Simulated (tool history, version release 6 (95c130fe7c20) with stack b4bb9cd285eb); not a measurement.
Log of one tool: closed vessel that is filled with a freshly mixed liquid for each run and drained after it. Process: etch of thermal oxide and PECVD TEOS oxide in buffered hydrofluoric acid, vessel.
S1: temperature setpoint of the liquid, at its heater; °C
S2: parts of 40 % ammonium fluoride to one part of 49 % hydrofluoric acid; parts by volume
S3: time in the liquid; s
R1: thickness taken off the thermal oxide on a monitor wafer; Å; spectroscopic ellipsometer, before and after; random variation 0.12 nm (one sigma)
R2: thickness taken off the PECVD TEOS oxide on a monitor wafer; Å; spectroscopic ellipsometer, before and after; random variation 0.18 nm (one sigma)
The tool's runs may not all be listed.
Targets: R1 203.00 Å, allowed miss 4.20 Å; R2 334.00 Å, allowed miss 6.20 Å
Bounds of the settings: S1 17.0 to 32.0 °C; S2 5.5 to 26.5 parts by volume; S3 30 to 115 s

run	hour	S1	S2	S3	R1	R2
1	0.0	25.0	16.0	60	506.61	835.58
2	1.6	25.0	16.0	75	643.86	1046.60
3	9.0	25.0	12.5	75	812.00	1332.60
4	10.3	23.0	15.5	75	589.88	973.94
5	16.3	21.5	18.0	75	468.99	766.92
6	20.9	21.5	15.0	75	558.34	919.06
7	25.6	17.5	20.0	70	314.24	513.26
8	30.2	17.5	21.5	70	303.56	491.67
9	37.0	17.5	22.5	70	292.54	478.51
10	39.7	17.5	23.5	70	279.96	461.38
11	42.3	17.5	24.0	70	275.64	455.19
12	49.9	17.5	24.5	65	253.08	420.06
13	51.3	17.0	26.5	60	215.09	350.90
14	58.7	17.0	26.5	55	196.43	325.94
15	61.1	17.0	26.5	55	195.47	323.84

Which of these 4 next moves meets every target?
A	63.5	17.0	24.0	55	?	?
B	63.5	17.0	25.5	55	?	?
C	63.5	20.0	26.5	45	?	?
D	63.5	20.0	26.5	50	?	?

move	R1	R2
A	212.30	349.11
B	203.57	334.75
C	192.33	316.26
D	213.69	351.40
A: takes the result that was furthest off past its target
B: meets every target
C: further off than the last run
D: takes the result that was furthest off past its target
Answer: B
